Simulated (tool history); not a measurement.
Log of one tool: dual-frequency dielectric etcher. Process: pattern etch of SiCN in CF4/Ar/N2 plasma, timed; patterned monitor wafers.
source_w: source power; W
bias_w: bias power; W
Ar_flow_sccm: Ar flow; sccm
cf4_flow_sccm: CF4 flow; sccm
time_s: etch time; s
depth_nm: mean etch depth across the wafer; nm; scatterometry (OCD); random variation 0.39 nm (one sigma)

| run | hour | source_w | bias_w | Ar_flow_sccm | cf4_flow_sccm | time_s | depth_nm |
|---|---|---|---|---|---|---|---|
| 1 | 0.0 | 580 | 86 | 71 | 49 | 78.0 | 90.071 |
| 2 | 1.4 | 580 | 92 | 71 | 49 | 78.0 | 92.369 |
| 3 | 6.2 | 520 | 91 | 71 | 49 | 78.0 | 82.284 |
| 4 | 10.4 | 520 | 91 | 71 | 52 | 78.0 | 83.232 |
| 5 | 14.8 | 520 | 91 | 71 | 52 | 78.0 | 83.931 |
| 6 | 20.9 | 520 | 91 | 71 | 52 | 78.0 | 82.782 |
| 7 | 25.8 | 490 | 91 | 71 | 52 | 78.0 | 78.121 |
| 8 | 31.1 | 470 | 91 | 71 | 52 | 78.0 | 75.155 |
| 9 | 37.0 | 450 | 91 | 71 | 52 | 78.0 | 70.720 |
| 10 | 45.0 | 440 | 91 | 71 | 52 | 78.0 | 69.233 |

The next listed run, before its measurement:
| 11 | 52.6 | 430 | 91 | 71 | 52 | 78.0 | ? |

Run 11 gave depth_nm 67.491 nm.
